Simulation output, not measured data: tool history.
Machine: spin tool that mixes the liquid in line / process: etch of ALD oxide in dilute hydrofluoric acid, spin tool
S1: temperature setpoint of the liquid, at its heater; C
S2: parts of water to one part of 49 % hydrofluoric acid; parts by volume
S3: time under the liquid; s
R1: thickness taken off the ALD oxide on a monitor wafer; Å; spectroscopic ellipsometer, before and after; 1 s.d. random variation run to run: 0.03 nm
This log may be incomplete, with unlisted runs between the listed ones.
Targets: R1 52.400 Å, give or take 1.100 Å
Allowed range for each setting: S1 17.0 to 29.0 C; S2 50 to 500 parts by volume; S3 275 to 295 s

run  hour    S1   S2   S3      R1
  1   0.0  21.0  275  275  84.088
  2   6.6  20.0  295  275  75.675
  3  14.6  20.0  345  275  60.798
  4  21.8  20.0  310  275  70.900
  5  25.3  19.5  325  275  65.295
  6  29.6  19.0  335  275  61.163
  7  33.3  18.5  340  275  59.388
  8  37.8  18.0  345  275  57.254

Which one of the following 5 next-run settings gets every result inside its allowed miss? There is exactly one.
  A  42.3  18.0  380  275   ?
  B  42.3  21.0  415  275   ?
  C  42.3  17.5  360  275   ?
  D  42.3  17.0  370  275   ?
  E  42.3  18.5  385  275   ?

move      R1
   A  50.304
   B  49.710
   C  52.991
   D  50.221
   E  50.345
A: moves the result that the last run missed by most past its target, out the other side
B: moves the result that the last run missed by most past its target, out the other side
C: every result within its allowed miss
D: moves the result that the last run missed by most past its target, out the other side
E: moves the result that the last run missed by most past its target, out the other side
C meets every target.
